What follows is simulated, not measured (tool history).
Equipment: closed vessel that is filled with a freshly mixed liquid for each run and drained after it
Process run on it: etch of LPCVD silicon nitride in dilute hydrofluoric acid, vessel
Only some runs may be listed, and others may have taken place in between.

run  hour  temperature setpoint of the liquid (C)  parts of water to one part of 49 % hydrofluoric acid (parts by volume)  time in the liquid (s)  thickness taken off the LPCVD silicon nitride on a monitor wafer (angstrom)
  1     0                                      22                                                                      75                     850                                                                       49.553
  2   2.7                                      22                                                                      55                     850                                                                       67.127
  3   7.5                                    21.5                                                                      55                     850                                                                       64.328
  4  16.2                                    21.5                                                                      55                     850                                                                       64.706
  5  22.2                                      21                                                                      55                     850                                                                       61.618
  6  24.5                                    20.5                                                                      55                     850                                                                       59.549
  7  29.5                                      20                                                                      55                     850                                                                       58.653

The next listed run, before its measurement:
  8  33.5                                      17                                                                      65                     845                                                                            ?

Run 8 measured thickness taken off the LPCVD silicon nitride on a monitor wafer (angstrom) 39.581.

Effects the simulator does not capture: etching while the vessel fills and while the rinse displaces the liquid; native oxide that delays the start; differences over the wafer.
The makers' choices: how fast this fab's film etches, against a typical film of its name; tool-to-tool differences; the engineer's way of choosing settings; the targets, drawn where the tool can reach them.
